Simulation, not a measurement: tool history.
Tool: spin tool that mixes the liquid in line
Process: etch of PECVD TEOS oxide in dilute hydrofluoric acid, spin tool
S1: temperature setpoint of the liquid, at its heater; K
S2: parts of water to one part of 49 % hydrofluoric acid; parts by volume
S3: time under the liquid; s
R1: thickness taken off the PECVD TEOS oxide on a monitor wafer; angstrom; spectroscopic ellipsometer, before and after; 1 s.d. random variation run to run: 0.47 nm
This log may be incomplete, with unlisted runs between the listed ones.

run  hour      S1   S2   S3      R1
  1     0  297.15  125  310  405.88
  2   1.6  297.15  140  310  354.14
  3     7  298.15  135  310  386.07
  4  14.1  298.15  135  330  410.37
  5    15  299.15  130  330  439.21
  6  21.8  299.65  120  330  494.66
  7  23.5  300.15  115  330  528.59
  8  28.1  300.65  110  330  573.35
  9  31.8  301.15  110  330  582.19

What does the tool deliver on the next run?
 10  33.3  301.65  110  330   ?

For run 10 the tool returned R1 597.27 angstrom.
